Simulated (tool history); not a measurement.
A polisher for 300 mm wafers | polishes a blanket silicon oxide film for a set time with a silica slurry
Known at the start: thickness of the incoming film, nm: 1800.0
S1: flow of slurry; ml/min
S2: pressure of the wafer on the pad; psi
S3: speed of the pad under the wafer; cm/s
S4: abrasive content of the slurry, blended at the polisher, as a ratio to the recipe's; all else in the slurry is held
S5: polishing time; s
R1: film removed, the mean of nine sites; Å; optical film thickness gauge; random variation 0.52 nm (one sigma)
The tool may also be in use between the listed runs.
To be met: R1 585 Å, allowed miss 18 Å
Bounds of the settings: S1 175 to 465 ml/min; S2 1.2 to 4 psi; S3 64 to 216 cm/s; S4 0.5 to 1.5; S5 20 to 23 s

run  hour   S1   S2   S3  S4  S5      R1
  1     0  295  2.6  140   1  23  475.58
  2   6.9  295  2.8  140   1  23  495.33
  3  10.3  295    3  140   1  23   535.4
  4  15.6  295  2.5  140   1  23  460.99
  5  16.2  295  2.5  162   1  23  505.26
  6  18.5  295  2.5  162   1  20  449.47
  7    27  295  2.7  162   1  20  468.13
  8  29.3  295  2.9  164   1  20  511.57
  9  36.9  295    3  164   1  20  530.26
 10  38.5  295  3.1  164   1  20  534.03
 11  39.1  295  3.1  164   1  20  542.71
 12  46.7  295  3.2  164   1  20  554.71

Which of these 5 next moves meets every target?
  A  54.3  305  2.8  180  1.15  21   ?
  B  54.3  345  2.9  166  0.95  21   ?
  C  54.3  305  3.4  152  0.95  23   ?
  D  54.3  320  3.1  148  1.05  21   ?
  E  54.3  345  3.6  146  0.85  20   ?

move      R1
   A  583.96
   B  533.04
   C  618.64
   D  530.59
   E   531.8
A: meets every target
B: further off than the last run
C: takes the result that was furthest off past its target
D: further off than the last run
E: further off than the last run
Move A is the one to make.
